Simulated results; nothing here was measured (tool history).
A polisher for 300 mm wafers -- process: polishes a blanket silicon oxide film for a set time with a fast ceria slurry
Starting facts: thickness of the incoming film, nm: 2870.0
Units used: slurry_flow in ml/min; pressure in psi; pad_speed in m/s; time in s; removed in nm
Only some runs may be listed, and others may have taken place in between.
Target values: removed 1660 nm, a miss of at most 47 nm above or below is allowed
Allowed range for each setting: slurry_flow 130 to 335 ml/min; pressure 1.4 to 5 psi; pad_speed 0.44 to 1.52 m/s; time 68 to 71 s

{"run": 1, "day": 0.0, "slurry_flow": 215, "pressure": 3.2, "pad_speed": 0.98, "time": 68, "removed": 1082.7}
{"run": 2, "day": 0.346, "slurry_flow": 220, "pressure": 3.5, "pad_speed": 0.98, "time": 68, "removed": 1167}
{"run": 3, "day": 0.529, "slurry_flow": 220, "pressure": 3.5, "pad_speed": 0.86, "time": 68, "removed": 1037.9}
{"run": 4, "day": 0.675, "slurry_flow": 220, "pressure": 2.7, "pad_speed": 0.86, "time": 68, "removed": 837.08}
{"run": 5, "day": 1.004, "slurry_flow": 225, "pressure": 3.2, "pad_speed": 0.88, "time": 68, "removed": 994.04}
{"run": 6, "day": 1.308, "slurry_flow": 225, "pressure": 2.8, "pad_speed": 0.88, "time": 68, "removed": 889.12}
{"run": 7, "day": 1.554, "slurry_flow": 245, "pressure": 3.7, "pad_speed": 0.9, "time": 68, "removed": 1160.2}
{"run": 8, "day": 1.779, "slurry_flow": 250, "pressure": 4, "pad_speed": 0.9, "time": 68, "removed": 1241.9}
{"run": 9, "day": 1.883, "slurry_flow": 250, "pressure": 4.2, "pad_speed": 0.9, "time": 68, "removed": 1320.4}
{"day": 2.2, "done": "worn pad replaced by a new one"}
{"run": 10, "day": 2.2, "slurry_flow": 250, "pressure": 4.4, "pad_speed": 0.9, "time": 68, "removed": 1538.7}
{"run": 11, "day": 2.325, "slurry_flow": 245, "pressure": 4.4, "pad_speed": 0.9, "time": 68, "removed": 1511.7}
{"run": 12, "day": 2.588, "slurry_flow": 235, "pressure": 4.4, "pad_speed": 0.9, "time": 68, "removed": 1495}
{"run": 13, "day": 2.633, "slurry_flow": 230, "pressure": 4.5, "pad_speed": 0.9, "time": 68, "removed": 1528.2}
{"run": 14, "day": 2.708, "slurry_flow": 230, "pressure": 4.6, "pad_speed": 0.9, "time": 68, "removed": 1569.3}
{"run": 15, "day": 3.062, "slurry_flow": 230, "pressure": 4.7, "pad_speed": 0.9, "time": 68, "removed": 1599.5}

Below are 5 possible settings for the next run. Only one of them brings all results inside the allowed miss of their targets. Which is it?
{"run": "A", "day": 3.417, "slurry_flow": 255, "pressure": 4.7, "pad_speed": 0.84, "time": 69, "removed": "?"}
{"run": "B", "day": 3.417, "slurry_flow": 205, "pressure": 4.6, "pad_speed": 0.86, "time": 70, "removed": "?"}
{"run": "C", "day": 3.417, "slurry_flow": 250, "pressure": 4.7, "pad_speed": 0.96, "time": 69, "removed": "?"}
{"run": "D", "day": 3.417, "slurry_flow": 250, "pressure": 5, "pad_speed": 0.86, "time": 69, "removed": "?"}
{"run": "E", "day": 3.417, "slurry_flow": 225, "pressure": 4.5, "pad_speed": 0.92, "time": 68, "removed": "?"}

move=A removed=1530.4
move=B removed=1518.2
move=C removed=1729.7
move=D removed=1652.3
move=E removed=1556.3
A: its largest miss is bigger than the last run's
B: its largest miss is bigger than the last run's
C: takes the result that was furthest off past its target
D: all results in spec
E: its largest miss is bigger than the last run's
So the answer is move D, the one that meets all the targets.

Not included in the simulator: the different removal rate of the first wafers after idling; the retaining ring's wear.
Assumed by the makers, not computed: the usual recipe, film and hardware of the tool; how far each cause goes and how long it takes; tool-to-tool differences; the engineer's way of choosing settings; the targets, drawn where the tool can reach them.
